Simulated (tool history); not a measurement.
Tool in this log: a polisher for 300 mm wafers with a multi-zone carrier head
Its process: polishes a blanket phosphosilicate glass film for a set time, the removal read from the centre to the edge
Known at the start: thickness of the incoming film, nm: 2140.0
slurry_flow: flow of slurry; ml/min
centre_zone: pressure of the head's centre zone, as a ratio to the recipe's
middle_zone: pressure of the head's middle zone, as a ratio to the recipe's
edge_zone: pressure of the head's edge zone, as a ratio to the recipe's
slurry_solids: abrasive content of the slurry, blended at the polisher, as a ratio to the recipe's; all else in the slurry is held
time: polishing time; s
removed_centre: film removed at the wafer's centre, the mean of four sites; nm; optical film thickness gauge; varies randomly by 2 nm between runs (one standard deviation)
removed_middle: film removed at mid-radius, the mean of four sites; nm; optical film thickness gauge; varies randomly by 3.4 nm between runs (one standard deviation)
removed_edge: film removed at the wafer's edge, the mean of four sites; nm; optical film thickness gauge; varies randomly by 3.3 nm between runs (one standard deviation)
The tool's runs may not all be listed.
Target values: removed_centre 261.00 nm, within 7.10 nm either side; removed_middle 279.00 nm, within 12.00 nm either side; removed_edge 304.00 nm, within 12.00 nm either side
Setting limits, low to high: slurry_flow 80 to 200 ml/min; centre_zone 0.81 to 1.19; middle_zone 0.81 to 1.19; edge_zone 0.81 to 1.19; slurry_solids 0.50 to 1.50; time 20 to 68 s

run	hour	slurry_flow	centre_zone	middle_zone	edge_zone	slurry_solids	time	removed_centre	removed_middle	removed_edge
1	0.0	130	1.00	1.00	1.00	1.00	44	305.09	307.97	307.46
2	3.2	120	0.98	0.99	1.02	1.00	44	282.14	294.00	310.54
3	5.0	120	1.05	0.99	1.02	1.00	44	304.80	293.04	312.57
4	6.3	110	1.03	1.00	1.02	1.00	44	293.49	296.74	307.44
5	11.5	110	1.03	1.00	0.98	1.00	44	295.72	289.72	302.97
6	19.4	110	1.03	1.00	0.98	0.90	44	283.94	282.68	288.10
7	26.8	80	0.96	1.01	1.08	1.00	44	241.09	266.36	291.93
8	28.8	110	0.98	1.00	1.08	1.00	44	276.10	287.64	314.66
9	31.4	105	0.98	1.00	1.08	1.00	44	279.20	289.78	318.21
10	33.5	100	0.98	1.00	1.08	1.00	44	268.78	284.81	308.79

Which single option among these 4 for the next run brings every result within its allowed miss of target? Just one does.
A	35.6	80	0.93	0.94	1.12	1.05	48	?	?	?
B	35.6	100	0.98	1.10	1.08	1.00	45	?	?	?
C	35.6	100	0.94	0.97	1.03	1.15	43	?	?	?
D	35.6	105	1.00	1.01	1.09	0.95	44	?	?	?

move	removed_centre	removed_middle	removed_edge
A	257.37	276.81	328.63
B	276.96	313.59	314.55
C	263.44	282.90	305.51
D	277.28	287.56	308.22
A: brings the result that was furthest off to its target, and leaves another outside
B: its largest miss is bigger than the last run's
C: all results land within tolerance of their targets
D: its largest miss is bigger than the last run's
C meets every target.
